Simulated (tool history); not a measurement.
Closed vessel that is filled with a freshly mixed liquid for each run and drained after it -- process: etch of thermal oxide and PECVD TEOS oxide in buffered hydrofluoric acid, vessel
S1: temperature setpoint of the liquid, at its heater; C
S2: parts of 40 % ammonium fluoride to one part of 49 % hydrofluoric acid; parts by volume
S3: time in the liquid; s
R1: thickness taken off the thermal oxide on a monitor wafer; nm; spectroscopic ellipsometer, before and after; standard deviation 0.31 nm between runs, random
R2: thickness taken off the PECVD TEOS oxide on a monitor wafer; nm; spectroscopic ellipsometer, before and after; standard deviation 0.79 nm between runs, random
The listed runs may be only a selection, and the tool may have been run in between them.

run 1 day=0 | S1=22 S2=19 S3=60 | R1=36.163 R2=88.002
run 2 day=0.279 | S1=24.5 S2=17.5 S3=60 | R1=44.626 R2=108.79
run 3 day=0.425 | S1=24.5 S2=13.5 S3=60 | R1=57.715 R2=139.86
run 4 day=0.671 | S1=24.5 S2=13.5 S3=85 | R1=82.668 R2=198.98
run 5 day=0.896 | S1=24.5 S2=13.5 S3=75 | R1=72.274 R2=176.76
run 6 day=1.108 | S1=22.5 S2=13.5 S3=75 | R1=64.65 R2=156.73
run 7 day=1.321 | S1=23 S2=13.5 S3=75 | R1=66.721 R2=162.33

What does the tool deliver on the next run?
run 8 day=1.467 | S1=23.5 S2=13.5 S3=75 | R1=? R2=?

{"run 8": {"R1": 69.043, "R2": 166.14}}

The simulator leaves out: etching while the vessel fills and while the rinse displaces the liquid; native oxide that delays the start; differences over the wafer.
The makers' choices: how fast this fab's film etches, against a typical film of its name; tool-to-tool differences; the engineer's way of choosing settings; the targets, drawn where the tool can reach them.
